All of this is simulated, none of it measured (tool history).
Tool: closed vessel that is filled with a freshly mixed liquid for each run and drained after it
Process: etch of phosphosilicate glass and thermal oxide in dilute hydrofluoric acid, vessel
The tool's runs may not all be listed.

run	hour	temperature setpoint of the liquid (C)	parts of water to one part of 49 % hydrofluoric acid (parts by volume)	time in the liquid (s)	thickness taken off the phosphosilicate glass on a monitor wafer (nm)	thickness taken off the thermal oxide on a monitor wafer (nm)
1	0.0	21.0	195	60	18.186	1.18060
2	6.5	18.5	195	60	16.747	1.07130
3	8.2	17.0	195	60	15.423	0.99771
4	10.5	20.5	170	60	20.978	1.36760
5	16.4	22.5	150	60	26.631	1.70530
6	24.1	24.5	140	60	30.796	1.99200
7	31.2	25.5	135	60	33.564	2.17750
8	36.9	26.5	130	60	36.442	2.33440

Run 9 comes next. What will it give?
9	40.3	27.0	125	60	?	?

{"run 9": {"thickness taken off the phosphosilicate glass on a monitor wafer (nm)": 38.824, "thickness taken off the thermal oxide on a monitor wafer (nm)": 2.5056}}
